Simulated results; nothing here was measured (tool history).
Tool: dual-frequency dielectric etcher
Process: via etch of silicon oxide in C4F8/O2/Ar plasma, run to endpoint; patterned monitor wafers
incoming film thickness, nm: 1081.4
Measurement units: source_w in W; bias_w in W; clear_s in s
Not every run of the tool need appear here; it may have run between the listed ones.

run 1 hour=0 | source_w=2470 bias_w=1694 | clear_s=205.25
run 2 hour=2.1 | source_w=2470 bias_w=1455 | clear_s=212.16
run 3 hour=7.8 | source_w=2560 bias_w=1480 | clear_s=209.64
run 4 hour=15.7 | source_w=2560 bias_w=1653 | clear_s=207.56
run 5 hour=20 | source_w=2670 bias_w=1719 | clear_s=199.23
run 6 hour=28.6 | source_w=2720 bias_w=1735 | clear_s=197.36
run 7 hour=34.2 | source_w=2770 bias_w=1749 | clear_s=192.43
run 8 hour=36 | source_w=2770 bias_w=1749 | clear_s=195.92
run 9 hour=43 | source_w=2810 bias_w=1763 | clear_s=191.38
run 10 hour=46.3 | source_w=2830 bias_w=1768 | clear_s=192.42
run 11 hour=47.5 | source_w=2860 bias_w=1776 | clear_s=189.37
run 12 hour=49.1 | source_w=2880 bias_w=1780 | clear_s=190.4

Run 13, settings as shown, results not yet in. Your forecast:
run 13 hour=58.2 | source_w=2900 bias_w=1787 | clear_s=?

For run 13 the tool returned clear_s 188.35 s.
